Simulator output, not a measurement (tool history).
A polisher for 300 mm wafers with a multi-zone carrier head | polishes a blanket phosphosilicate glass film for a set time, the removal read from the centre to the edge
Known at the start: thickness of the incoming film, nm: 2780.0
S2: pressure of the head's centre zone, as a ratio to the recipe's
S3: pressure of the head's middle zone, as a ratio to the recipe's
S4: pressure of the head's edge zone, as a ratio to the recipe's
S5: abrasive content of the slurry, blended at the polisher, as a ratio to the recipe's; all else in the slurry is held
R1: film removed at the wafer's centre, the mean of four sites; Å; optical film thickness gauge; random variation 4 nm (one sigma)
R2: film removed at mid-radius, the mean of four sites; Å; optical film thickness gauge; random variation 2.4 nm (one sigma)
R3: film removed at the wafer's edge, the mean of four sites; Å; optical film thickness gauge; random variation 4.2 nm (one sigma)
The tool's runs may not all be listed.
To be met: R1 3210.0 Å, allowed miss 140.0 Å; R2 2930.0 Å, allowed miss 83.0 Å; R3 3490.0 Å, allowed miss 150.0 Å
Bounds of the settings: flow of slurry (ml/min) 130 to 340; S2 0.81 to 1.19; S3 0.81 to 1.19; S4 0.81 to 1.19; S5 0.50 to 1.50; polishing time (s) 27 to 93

{"run": 1, "hour": 0.0, "flow of slurry (ml/min)": 220, "S2": 1.0, "S3": 1.0, "S4": 1.0, "S5": 1.0, "polishing time (s)": 59, "R1": 4237.8, "R2": 4250.4, "R3": 4257.3}
{"run": 2, "hour": 2.8, "flow of slurry (ml/min)": 220, "S2": 1.0, "S3": 1.04, "S4": 1.0, "S5": 1.0, "polishing time (s)": 59, "R1": 4288.9, "R2": 4410.2, "R3": 4272.1}
{"run": 3, "hour": 6.4, "flow of slurry (ml/min)": 220, "S2": 1.0, "S3": 1.04, "S4": 1.0, "S5": 1.0, "polishing time (s)": 48, "R1": 3604.1, "R2": 3626.1, "R3": 3427.7}
{"run": 4, "hour": 14.6, "flow of slurry (ml/min)": 220, "S2": 1.0, "S3": 1.09, "S4": 1.0, "S5": 1.0, "polishing time (s)": 48, "R1": 3507.0, "R2": 3710.8, "R3": 3390.0}
{"run": 5, "hour": 19.9, "flow of slurry (ml/min)": 245, "S2": 1.0, "S3": 1.09, "S4": 1.0, "S5": 1.0, "polishing time (s)": 48, "R1": 3532.7, "R2": 3785.4, "R3": 3430.2}
{"run": 6, "hour": 24.8, "flow of slurry (ml/min)": 235, "S2": 0.98, "S3": 1.02, "S4": 1.02, "S5": 0.95, "polishing time (s)": 48, "R1": 3454.6, "R2": 3507.6, "R3": 3562.5}
{"run": 7, "hour": 28.3, "flow of slurry (ml/min)": 225, "S2": 0.97, "S3": 0.98, "S4": 1.01, "S5": 0.9, "polishing time (s)": 48, "R1": 3307.6, "R2": 3262.5, "R3": 3402.7}
{"run": 8, "hour": 36.8, "flow of slurry (ml/min)": 215, "S2": 0.96, "S3": 0.95, "S4": 1.02, "S5": 0.9, "polishing time (s)": 48, "R1": 3278.6, "R2": 3206.4, "R3": 3367.9}
{"run": 9, "hour": 41.6, "flow of slurry (ml/min)": 215, "S2": 0.95, "S3": 0.92, "S4": 1.03, "S5": 0.9, "polishing time (s)": 48, "R1": 3273.5, "R2": 3117.7, "R3": 3417.7}
{"run": 10, "hour": 50.2, "flow of slurry (ml/min)": 215, "S2": 0.94, "S3": 0.9, "S4": 1.04, "S5": 0.9, "polishing time (s)": 48, "R1": 3134.8, "R2": 3087.7, "R3": 3350.6}

4 next moves are on the table. One of them brings every result within its allowed miss. Which?
{"run": "A", "hour": 58.8, "flow of slurry (ml/min)": 255, "S2": 1.0, "S3": 0.95, "S4": 1.05, "S5": 0.95, "polishing time (s)": 46, "R1": "?", "R2": "?", "R3": "?"}
{"run": "B", "hour": 58.8, "flow of slurry (ml/min)": 200, "S2": 0.83, "S3": 0.81, "S4": 1.11, "S5": 0.65, "polishing time (s)": 55, "R1": "?", "R2": "?", "R3": "?"}
{"run": "C", "hour": 58.8, "flow of slurry (ml/min)": 310, "S2": 0.92, "S3": 0.84, "S4": 1.07, "S5": 0.65, "polishing time (s)": 52, "R1": "?", "R2": "?", "R3": "?"}
{"run": "D", "hour": 58.8, "flow of slurry (ml/min)": 175, "S2": 0.93, "S3": 0.98, "S4": 0.97, "S5": 1.2, "polishing time (s)": 46, "R1": "?", "R2": "?", "R3": "?"}

move=A R1=3345.6 R2=3179.0 R3=3402.7
move=B R1=2947.2 R2=2884.9 R3=3648.7
move=C R1=3180.4 R2=2926.8 R3=3491.1
move=D R1=3243.4 R2=3380.7 R3=3423.5
A: further off than the last run
B: brings the result that was furthest off to its target, and leaves another outside
C: meets every target
D: further off than the last run
The right move is C.
